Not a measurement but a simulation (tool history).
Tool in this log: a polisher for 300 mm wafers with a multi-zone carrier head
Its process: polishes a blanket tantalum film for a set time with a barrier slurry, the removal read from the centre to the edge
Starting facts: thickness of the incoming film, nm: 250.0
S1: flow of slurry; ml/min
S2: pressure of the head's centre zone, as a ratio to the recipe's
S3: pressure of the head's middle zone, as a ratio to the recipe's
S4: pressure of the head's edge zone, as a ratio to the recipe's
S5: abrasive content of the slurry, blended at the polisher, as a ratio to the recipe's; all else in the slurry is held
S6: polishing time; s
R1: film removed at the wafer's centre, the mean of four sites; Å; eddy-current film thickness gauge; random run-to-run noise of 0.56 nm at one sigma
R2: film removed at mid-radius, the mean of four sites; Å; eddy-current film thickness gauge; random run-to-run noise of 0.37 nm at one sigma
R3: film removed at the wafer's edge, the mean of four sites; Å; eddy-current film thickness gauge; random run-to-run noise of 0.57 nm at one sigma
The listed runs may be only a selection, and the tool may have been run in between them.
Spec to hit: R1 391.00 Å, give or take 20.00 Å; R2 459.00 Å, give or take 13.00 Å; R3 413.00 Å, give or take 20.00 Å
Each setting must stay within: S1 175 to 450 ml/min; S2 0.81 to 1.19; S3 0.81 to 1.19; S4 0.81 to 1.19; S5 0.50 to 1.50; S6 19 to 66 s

Run 1, hour 0.0: S1 290 ml/min, S2 1.00, S3 1.00, S4 1.00, S5 1.00, S6 42 s. Result: R1 752.65 Å, R2 786.20 Å, R3 768.52 Å.
Run 2, hour 7.7: S1 290 ml/min, S2 1.00, S3 1.00, S4 1.00, S5 0.85, S6 42 s. Result: R1 751.99 Å, R2 761.89 Å, R3 754.25 Å.
Run 3, hour 9.8: S1 290 ml/min, S2 0.95, S3 1.00, S4 1.00, S5 0.85, S6 42 s. Result: R1 715.42 Å, R2 754.87 Å, R3 759.86 Å.
Run 4, hour 11.2: S1 290 ml/min, S2 0.94, S3 1.01, S4 0.99, S5 0.80, S6 40 s. Result: R1 647.63 Å, R2 719.86 Å, R3 677.04 Å.
Run 5, hour 16.5: S1 290 ml/min, S2 1.00, S3 1.01, S4 0.99, S5 0.80, S6 40 s. Result: R1 690.24 Å, R2 721.69 Å, R3 707.72 Å.
Run 6, hour 20.2: S1 290 ml/min, S2 0.99, S3 1.01, S4 0.97, S5 0.75, S6 38 s. Result: R1 638.63 Å, R2 669.75 Å, R3 638.72 Å.
Run 7, hour 22.6: S1 260 ml/min, S2 0.89, S3 0.94, S4 0.87, S5 0.50, S6 28 s. Result: R1 381.56 Å, R2 411.32 Å, R3 401.66 Å.
Run 8, hour 31.2: S1 265 ml/min, S2 0.89, S3 0.95, S4 0.87, S5 0.50, S6 28 s. Result: R1 380.52 Å, R2 416.43 Å, R3 403.23 Å.

Next run, 4 choices. One meets every target within its allowed miss, the rest don't. Which?
Run A, hour 39.8: S1 300 ml/min, S2 0.92, S3 0.89, S4 1.00, S5 0.50, S6 26 s. Result: R1 ?, R2 ?, R3 ?.
Run B, hour 39.8: S1 305 ml/min, S2 0.88, S3 1.10, S4 0.81, S5 0.50, S6 29 s. Result: R1 ?, R2 ?, R3 ?.
Run C, hour 39.8: S1 270 ml/min, S2 1.01, S3 0.91, S4 0.97, S5 0.65, S6 24 s. Result: R1 ?, R2 ?, R3 ?.
Run D, hour 39.8: S1 205 ml/min, S2 0.89, S3 1.03, S4 0.83, S5 0.50, S6 30 s. Result: R1 ?, R2 ?, R3 ?.

move      R1      R2      R3
   A  360.46  367.64  403.76
   B  389.88  491.28  408.23
   C  380.71  368.05  392.18
   D  383.24  455.58  410.37
A: lands further from the targets than the last run did
B: pushes the last run's worst result past its target
C: lands further from the targets than the last run did
D: every result within its allowed miss
D is the move that brings every result within its allowed miss.
